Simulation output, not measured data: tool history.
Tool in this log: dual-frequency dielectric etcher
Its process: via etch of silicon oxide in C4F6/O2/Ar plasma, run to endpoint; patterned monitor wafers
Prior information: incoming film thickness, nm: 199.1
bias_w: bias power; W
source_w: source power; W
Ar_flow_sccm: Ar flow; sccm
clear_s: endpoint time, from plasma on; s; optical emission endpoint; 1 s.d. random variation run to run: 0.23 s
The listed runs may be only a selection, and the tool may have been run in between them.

| run | day | bias_w | source_w | Ar_flow_sccm | clear_s |
|---|---|---|---|---|---|
| 1 | 0.000 | 331 | 410 | 313 | 52.241 |
| 2 | 0.029 | 331 | 440 | 313 | 51.361 |
| 3 | 0.204 | 361 | 460 | 307 | 48.298 |
| 4 | 0.538 | 361 | 440 | 307 | 49.001 |
| 5 | 0.758 | 361 | 440 | 269 | 47.809 |
| 6 | 1.096 | 379 | 450 | 267 | 46.077 |

Run 7 is up next; what results do you expect?
| 7 | 1.392 | 390 | 450 | 266 | ? |

{"run 7": {"clear_s": 45.336}}
